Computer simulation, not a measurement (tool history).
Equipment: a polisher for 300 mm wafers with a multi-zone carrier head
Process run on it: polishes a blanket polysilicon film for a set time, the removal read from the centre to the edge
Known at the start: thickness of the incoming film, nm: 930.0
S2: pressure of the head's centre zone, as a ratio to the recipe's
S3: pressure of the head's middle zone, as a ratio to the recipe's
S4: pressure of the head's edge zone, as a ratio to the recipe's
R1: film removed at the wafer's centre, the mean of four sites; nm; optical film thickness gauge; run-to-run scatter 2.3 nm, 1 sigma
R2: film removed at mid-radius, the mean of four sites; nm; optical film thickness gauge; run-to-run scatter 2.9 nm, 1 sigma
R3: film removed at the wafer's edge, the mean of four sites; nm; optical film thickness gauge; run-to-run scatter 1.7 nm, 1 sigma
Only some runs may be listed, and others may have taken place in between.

Run 1, hour 0.0: flow of slurry (ml/min) 240, S2 1.00, S3 1.00, S4 1.00, polishing time (s) 35. Result: R1 271.84 nm, R2 271.94 nm, R3 269.79 nm.
Run 2, hour 5.1: flow of slurry (ml/min) 240, S2 1.00, S3 1.00, S4 1.00, polishing time (s) 28. Result: R1 218.46 nm, R2 212.60 nm, R3 220.62 nm.
Run 3, hour 11.9: flow of slurry (ml/min) 240, S2 1.00, S3 1.00, S4 1.07, polishing time (s) 28. Result: R1 212.62 nm, R2 212.10 nm, R3 224.30 nm.
Run 4, hour 14.0: flow of slurry (ml/min) 235, S2 0.99, S3 1.02, S4 1.05, polishing time (s) 28. Result: R1 211.35 nm, R2 219.23 nm, R3 220.73 nm.
Run 5, hour 22.8: flow of slurry (ml/min) 235, S2 0.99, S3 1.02, S4 0.97, polishing time (s) 28. Result: R1 211.31 nm, R2 217.22 nm, R3 213.14 nm.
Run 6, hour 31.2: flow of slurry (ml/min) 225, S2 0.98, S3 1.02, S4 0.97, polishing time (s) 28. Result: R1 211.26 nm, R2 212.53 nm, R3 213.21 nm.
Run 7, hour 35.4: flow of slurry (ml/min) 220, S2 0.97, S3 1.03, S4 0.97, polishing time (s) 28. Result: R1 206.41 nm, R2 216.05 nm, R3 213.21 nm.

Run 8 is up next; what results do you expect?
Run 8, hour 42.7: flow of slurry (ml/min) 215, S2 0.96, S3 1.03, S4 0.96, polishing time (s) 28. Result: R1 ?, R2 ?, R3 ?.

R1: 207.06 nm
R2: 217.48 nm
R3: 208.91 nm

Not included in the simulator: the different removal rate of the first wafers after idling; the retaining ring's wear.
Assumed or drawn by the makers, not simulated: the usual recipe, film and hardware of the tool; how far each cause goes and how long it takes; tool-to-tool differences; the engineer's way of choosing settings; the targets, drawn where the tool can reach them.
